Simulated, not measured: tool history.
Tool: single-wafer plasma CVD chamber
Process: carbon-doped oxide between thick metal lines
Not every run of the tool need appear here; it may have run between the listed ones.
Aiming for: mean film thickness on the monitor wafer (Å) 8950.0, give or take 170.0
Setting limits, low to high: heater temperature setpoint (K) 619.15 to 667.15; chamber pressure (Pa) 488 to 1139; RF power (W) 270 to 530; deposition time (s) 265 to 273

| run | hour | heater temperature setpoint (K) | chamber pressure (Pa) | RF power (W) | deposition time (s) | mean film thickness on the monitor wafer (Å) |
|---|---|---|---|---|---|---|
| 1 | 0.0 | 643.15 | 813 | 400 | 265 | 11052.0 |
| 2 | 7.1 | 643.15 | 813 | 420 | 265 | 11369.0 |
| 3 | 12.9 | 643.15 | 813 | 420 | 273 | 11849.0 |
| 4 | 13.9 | 643.15 | 813 | 420 | 273 | 11811.0 |
| 5 | 15.3 | 643.15 | 947 | 420 | 273 | 11854.0 |
| 6 | 21.0 | 645.15 | 944 | 375 | 271 | 11016.0 |
| 7 | 30.1 | 649.15 | 915 | 340 | 269 | 10165.0 |
| 8 | 32.3 | 650.15 | 901 | 320 | 268 | 9762.8 |
|  | 37.5 | capacitance manometer re-zeroed and calibrated |
| 9 | 37.5 | 651.15 | 885 | 305 | 268 | 9303.5 |
| 10 | 39.6 | 657.15 | 804 | 300 | 268 | 9158.9 |

Below are 4 possible settings for the next run. Only one of them brings all results inside the allowed miss of their targets. Which is it?
| A | 41.7 | 657.15 | 811 | 305 | 273 | ? |
| B | 41.7 | 667.15 | 912 | 270 | 265 | ? |
| C | 41.7 | 651.15 | 728 | 290 | 267 | ? |
| D | 41.7 | 653.15 | 736 | 275 | 266 | ? |

| move | mean film thickness on the monitor wafer (Å) |
|---|---|
| A | 9305.4 |
| B | 8359.8 |
| C | 8833.0 |
| D | 8503.6 |
A: its largest miss is bigger than the last run's
B: carries the result that was furthest off beyond its target, to the other side
C: hits every target within its allowed miss
D: carries the result that was furthest off beyond its target, to the other side
So the answer is move C, the one that meets all the targets.
